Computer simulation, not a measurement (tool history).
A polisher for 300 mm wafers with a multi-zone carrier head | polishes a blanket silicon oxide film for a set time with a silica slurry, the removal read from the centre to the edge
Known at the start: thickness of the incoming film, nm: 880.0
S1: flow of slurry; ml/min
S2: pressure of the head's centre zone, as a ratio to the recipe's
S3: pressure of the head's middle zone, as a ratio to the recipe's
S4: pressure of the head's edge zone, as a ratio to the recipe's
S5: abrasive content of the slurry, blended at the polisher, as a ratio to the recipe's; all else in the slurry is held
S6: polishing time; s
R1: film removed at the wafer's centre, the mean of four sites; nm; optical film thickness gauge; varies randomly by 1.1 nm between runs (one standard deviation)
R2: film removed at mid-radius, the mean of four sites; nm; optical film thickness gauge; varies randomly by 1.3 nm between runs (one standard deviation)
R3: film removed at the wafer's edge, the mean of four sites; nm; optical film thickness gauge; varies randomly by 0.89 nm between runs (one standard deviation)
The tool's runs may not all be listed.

Run 1, hour 0: S1 205 ml/min, S2 1, S3 1, S4 1, S5 1, S6 59 s. Result: R1 256.61 nm, R2 256.43 nm, R3 250.36 nm.
Run 2, hour 3.8: S1 185 ml/min, S2 1, S3 1, S4 1, S5 1, S6 59 s. Result: R1 243.51 nm, R2 250.86 nm, R3 241.22 nm.
Run 3, hour 6.1: S1 185 ml/min, S2 1, S3 0.93, S4 1, S5 1, S6 59 s. Result: R1 251.17 nm, R2 240.51 nm, R3 245.83 nm.
Run 4, hour 15: S1 180 ml/min, S2 0.98, S3 0.9, S4 1, S5 0.85, S6 50 s. Result: R1 189.44 nm, R2 188.65 nm, R3 194.4 nm.
Run 5, hour 17.3: S1 175 ml/min, S2 0.99, S3 0.88, S4 1.01, S5 0.75, S6 44 s. Result: R1 159.22 nm, R2 155.6 nm, R3 159 nm.
Run 6, hour 21.7: S1 175 ml/min, S2 0.99, S3 0.88, S4 0.93, S5 0.75, S6 44 s. Result: R1 156.5 nm, R2 154.14 nm, R3 155.09 nm.
Run 7, hour 29.8: S1 165 ml/min, S2 0.98, S3 0.86, S4 0.97, S5 0.7, S6 40 s. Result: R1 139.57 nm, R2 131.36 nm, R3 138.75 nm.
Run 8, hour 36.3: S1 155 ml/min, S2 0.96, S3 0.85, S4 0.95, S5 0.65, S6 40 s. Result: R1 125.66 nm, R2 127.09 nm, R3 130.79 nm.
Run 9, hour 40.9: S1 150 ml/min, S2 0.96, S3 0.84, S4 0.98, S5 0.6, S6 39 s. Result: R1 117.57 nm, R2 115.02 nm, R3 124.13 nm.
Run 10, hour 48: S1 145 ml/min, S2 0.96, S3 0.83, S4 0.97, S5 0.6, S6 39 s. Result: R1 117.5 nm, R2 111.59 nm, R3 123.99 nm.
Run 11, hour 51.7: S1 140 ml/min, S2 0.9, S3 0.82, S4 0.87, S5 0.5, S6 38 s. Result: R1 97.037 nm, R2 101.04 nm, R3 102.85 nm.
Run 12, hour 55.1: S1 185 ml/min, S2 0.95, S3 0.82, S4 0.97, S5 0.5, S6 35 s. Result: R1 100.96 nm, R2 96.396 nm, R3 103.76 nm.
Run 13, hour 63.7: S1 215 ml/min, S2 0.94, S3 0.85, S4 1.06, S5 0.6, S6 35 s. Result: R1 113.45 nm, R2 108.82 nm, R3 120.92 nm.
Run 14, hour 67.2: S1 215 ml/min, S2 0.93, S3 0.84, S4 1.04, S5 0.6, S6 35 s. Result: R1 111.09 nm, R2 110.04 nm, R3 119.2 nm.
Run 15, hour 72.1: S1 210 ml/min, S2 0.93, S3 0.83, S4 1.03, S5 0.6, S6 35 s. Result: R1 111.02 nm, R2 105.92 nm, R3 118.86 nm.
Run 16, hour 75.1: S1 210 ml/min, S2 0.92, S3 0.83, S4 1.01, S5 0.6, S6 35 s. Result: R1 109.8 nm, R2 109.01 nm, R3 117.61 nm.

Forecast run 17:
Run 17, hour 75.9: S1 205 ml/min, S2 0.92, S3 0.82, S4 1.01, S5 0.6, S6 35 s. Result: R1 ?, R2 ?, R3 ?.

{"run 17": {"R1": 107.85, "R2": 106.55, "R3": 117.2}}

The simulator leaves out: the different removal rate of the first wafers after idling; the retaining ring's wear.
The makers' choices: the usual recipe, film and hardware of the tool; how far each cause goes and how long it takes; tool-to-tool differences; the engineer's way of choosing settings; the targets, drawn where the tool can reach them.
